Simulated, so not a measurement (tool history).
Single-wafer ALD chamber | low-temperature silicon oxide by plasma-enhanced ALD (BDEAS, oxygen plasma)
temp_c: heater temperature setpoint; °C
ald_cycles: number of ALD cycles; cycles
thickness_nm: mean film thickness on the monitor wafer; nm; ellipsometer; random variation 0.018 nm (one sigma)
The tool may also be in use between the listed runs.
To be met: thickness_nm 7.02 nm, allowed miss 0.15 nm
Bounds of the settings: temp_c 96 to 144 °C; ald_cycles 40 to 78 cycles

{"run": 1, "hour": 0.0, "temp_c": 120, "ald_cycles": 59, "thickness_nm": 8.2418}
{"run": 2, "hour": 2.3, "temp_c": 120, "ald_cycles": 58, "thickness_nm": 8.1003}
{"run": 3, "hour": 9.0, "temp_c": 111, "ald_cycles": 58, "thickness_nm": 8.187}
{"run": 4, "hour": 16.5, "temp_c": 119, "ald_cycles": 58, "thickness_nm": 8.0868}
{"run": 5, "hour": 21.0, "temp_c": 125, "ald_cycles": 58, "thickness_nm": 8.0637}
{"run": 6, "hour": 25.1, "temp_c": 114, "ald_cycles": 58, "thickness_nm": 8.1527}
{"run": 7, "hour": 29.1, "temp_c": 114, "ald_cycles": 57, "thickness_nm": 8.0435}
{"run": 8, "hour": 31.3, "temp_c": 114, "ald_cycles": 56, "thickness_nm": 7.9018}
{"run": 9, "hour": 36.8, "temp_c": 114, "ald_cycles": 55, "thickness_nm": 7.7724}
{"run": 10, "hour": 39.9, "temp_c": 114, "ald_cycles": 54, "thickness_nm": 7.6028}
{"run": 11, "hour": 47.2, "temp_c": 114, "ald_cycles": 53, "thickness_nm": 7.4957}
{"run": 12, "hour": 54.5, "temp_c": 114, "ald_cycles": 52, "thickness_nm": 7.3134}
{"run": 13, "hour": 60.9, "temp_c": 114, "ald_cycles": 52, "thickness_nm": 7.3592}

4 next moves are on the table. One of them brings every result within its allowed miss. Which?
{"run": "A", "hour": 67.3, "temp_c": 107, "ald_cycles": 46, "thickness_nm": "?"}
{"run": "B", "hour": 67.3, "temp_c": 110, "ald_cycles": 52, "thickness_nm": "?"}
{"run": "C", "hour": 67.3, "temp_c": 111, "ald_cycles": 47, "thickness_nm": "?"}
{"run": "D", "hour": 67.3, "temp_c": 115, "ald_cycles": 50, "thickness_nm": "?"}

move=A thickness_nm=6.5502
move=B thickness_nm=7.3687
move=C thickness_nm=6.6494
move=D thickness_nm=7.0278
A: takes the result that was furthest off past its target
B: as far off as the last run
C: takes the result that was furthest off past its target
D: meets every target
Move D is the one to make.
